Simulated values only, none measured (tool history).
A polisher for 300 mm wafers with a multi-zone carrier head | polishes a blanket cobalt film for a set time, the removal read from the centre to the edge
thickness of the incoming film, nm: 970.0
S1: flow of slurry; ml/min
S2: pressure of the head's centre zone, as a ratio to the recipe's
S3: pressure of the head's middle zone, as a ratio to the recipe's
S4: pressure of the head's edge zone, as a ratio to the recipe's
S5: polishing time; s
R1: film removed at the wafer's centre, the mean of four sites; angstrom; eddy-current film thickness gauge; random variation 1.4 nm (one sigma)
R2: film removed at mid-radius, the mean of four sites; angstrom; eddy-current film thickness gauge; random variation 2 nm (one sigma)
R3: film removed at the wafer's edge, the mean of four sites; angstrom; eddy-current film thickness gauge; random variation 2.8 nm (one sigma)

| run | hour | S1 | S2 | S3 | S4 | S5 | R1 | R2 | R3 |
|---|---|---|---|---|---|---|---|---|---|
| 1 | 0 | 185 | 1 | 1 | 1 | 51 | 1458.8 | 1371.4 | 1459.5 |
| 2 | 0.5 | 185 | 1 | 1 | 1.04 | 51 | 1466.6 | 1385.9 | 1452.9 |
| 3 | 4.7 | 145 | 1 | 1 | 1.04 | 51 | 1431.3 | 1340.6 | 1421 |
| 4 | 10.3 | 165 | 1.01 | 1.03 | 1.07 | 54 | 1532.1 | 1476.6 | 1542.1 |
| 5 | 15.8 | 180 | 1.03 | 1.06 | 1.09 | 56 | 1637 | 1569.6 | 1691.3 |
| 6 | 17.8 | 190 | 1.04 | 1.1 | 1.04 | 57 | 1685.6 | 1622.7 | 1709.7 |
| 7 | 20.7 | 190 | 1.04 | 1.1 | 1.04 | 57 | 1688.9 | 1671.4 | 1654.9 |

The next listed run, before its measurement:
| 8 | 29.3 | 205 | 1.06 | 1.12 | 1.06 | 58 | ? | ? | ? |

Run 8 gave R1 1745.8 angstrom, R2 1742.1 angstrom, R3 1727 angstrom.
